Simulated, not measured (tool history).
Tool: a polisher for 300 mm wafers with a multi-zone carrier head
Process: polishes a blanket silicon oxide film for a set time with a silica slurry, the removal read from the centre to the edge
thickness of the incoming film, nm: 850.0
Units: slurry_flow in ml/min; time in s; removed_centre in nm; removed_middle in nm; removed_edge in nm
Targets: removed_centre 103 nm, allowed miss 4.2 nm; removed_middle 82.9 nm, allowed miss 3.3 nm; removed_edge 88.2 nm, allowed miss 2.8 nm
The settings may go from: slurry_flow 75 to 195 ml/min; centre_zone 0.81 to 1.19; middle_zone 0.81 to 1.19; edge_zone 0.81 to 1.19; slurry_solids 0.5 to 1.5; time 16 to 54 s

run,hour,slurry_flow,centre_zone,middle_zone,edge_zone,slurry_solids,time,removed_centre,removed_middle,removed_edge
1,0,125,1,1,1,1,35,81.767,79.882,79.467
2,4,125,0.93,1,1,1,35,76.589,77.058,80.321
3,12.4,125,0.93,1,1.03,1,35,75.997,78.577,80.687
4,17,125,0.93,1,1.03,1,29,63.552,67.02,68.237
5,19.1,125,0.93,0.97,1.03,1,29,63.712,63.6,67.236
6,26.5,130,0.95,0.96,1.04,1.05,29,65.884,64.951,68.989
7,29.6,135,0.97,0.95,1.04,1.1,29,68.205,65.147,70.294
8,38.3,140,0.99,0.95,1.04,1.15,29,70.149,67.255,71.99
9,44.7,140,1.01,0.95,1.03,1.2,29,72.619,67.494,72.024
10,52.6,175,1.11,1,1.13,1.45,30,90.414,82.232,87.683
11,56.6,175,1.12,1,1.12,1.45,30,93.57,81.098,85.554
12,59.4,175,1.13,1,1.12,1.45,30,91.857,82.283,84.686
13,67.7,175,1.14,0.99,1.12,1.45,30,94.122,79.789,85.212
14,69.8,175,1.15,0.99,1.12,1.45,30,93.39,79.156,85.147

4 next moves are on the table. One of them brings every result within its allowed miss. Which?
A,71.9,155,1.16,0.91,1.12,1.45,34,?,?,?
B,71.9,185,1.19,0.95,1.05,1.15,34,?,?,?
C,71.9,165,1.15,0.92,1.16,1.45,31,?,?,?
D,71.9,195,1.18,1.05,1.05,1.45,32,?,?,?

move,removed_centre,removed_middle,removed_edge
A,103.62,84.542,95.682
B,101.85,83.603,88.07
C,95.059,78.583,89.57
D,103.38,91.732,89.573
A: brings the result that was furthest off to its target, and leaves another outside
B: meets every target
C: nearer than the last run, and not there yet
D: brings the result that was furthest off to its target, and leaves another outside
Move B is the one to make.
